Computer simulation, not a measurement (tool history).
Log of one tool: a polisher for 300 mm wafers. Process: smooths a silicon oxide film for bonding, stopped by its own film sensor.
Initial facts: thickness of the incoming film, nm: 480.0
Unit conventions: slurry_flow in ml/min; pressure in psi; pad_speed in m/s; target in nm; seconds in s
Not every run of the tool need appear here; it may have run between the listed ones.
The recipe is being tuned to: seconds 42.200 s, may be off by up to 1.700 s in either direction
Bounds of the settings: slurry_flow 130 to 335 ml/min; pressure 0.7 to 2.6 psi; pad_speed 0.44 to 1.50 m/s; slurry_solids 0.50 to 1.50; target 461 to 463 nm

Run 1, hour 0.0: slurry_flow 215 ml/min, pressure 1.6 psi, pad_speed 0.96 m/s, slurry_solids 1.00, target 461 nm. Result: seconds 34.305 s.
Run 2, hour 7.9: slurry_flow 215 ml/min, pressure 1.5 psi, pad_speed 0.96 m/s, slurry_solids 1.00, target 461 nm. Result: seconds 37.962 s.
Run 3, hour 14.4: slurry_flow 215 ml/min, pressure 1.9 psi, pad_speed 0.96 m/s, slurry_solids 1.00, target 461 nm. Result: seconds 29.356 s.
Run 4, hour 18.9: slurry_flow 215 ml/min, pressure 1.9 psi, pad_speed 0.86 m/s, slurry_solids 1.00, target 461 nm. Result: seconds 31.523 s.
Run 5, hour 27.3: slurry_flow 215 ml/min, pressure 1.9 psi, pad_speed 0.86 m/s, slurry_solids 1.00, target 463 nm. Result: seconds 28.993 s.
Run 6, hour 29.3: slurry_flow 180 ml/min, pressure 1.9 psi, pad_speed 0.86 m/s, slurry_solids 1.00, target 463 nm. Result: seconds 28.959 s.
Run 7, hour 32.6: slurry_flow 180 ml/min, pressure 1.7 psi, pad_speed 0.86 m/s, slurry_solids 1.00, target 463 nm. Result: seconds 32.741 s.
Run 8, hour 41.0: slurry_flow 180 ml/min, pressure 1.6 psi, pad_speed 0.86 m/s, slurry_solids 1.00, target 463 nm. Result: seconds 34.667 s.
Run 9, hour 49.3: slurry_flow 180 ml/min, pressure 1.2 psi, pad_speed 0.84 m/s, slurry_solids 1.00, target 463 nm. Result: seconds 47.386 s.

Exercise: of the 4 proposed moves below, exactly one satisfies all targets within the stated allowed misses. Which move is it?
Run A, hour 57.6: slurry_flow 170 ml/min, pressure 1.4 psi, pad_speed 0.90 m/s, slurry_solids 1.00, target 463 nm. Result: seconds ?.
Run B, hour 57.6: slurry_flow 180 ml/min, pressure 1.5 psi, pad_speed 0.82 m/s, slurry_solids 1.15, target 461 nm. Result: seconds ?.
Run C, hour 57.6: slurry_flow 170 ml/min, pressure 1.1 psi, pad_speed 1.04 m/s, slurry_solids 1.15, target 462 nm. Result: seconds ?.
Run D, hour 57.6: slurry_flow 195 ml/min, pressure 1.6 psi, pad_speed 0.94 m/s, slurry_solids 0.85, target 462 nm. Result: seconds ?.

move  seconds
   A   38.235
   B   38.691
   C   42.273
   D   38.197
A: carries the result that was furthest off beyond its target, to the other side
B: carries the result that was furthest off beyond its target, to the other side
C: in spec on every target
D: carries the result that was furthest off beyond its target, to the other side
Move C is the one to make.
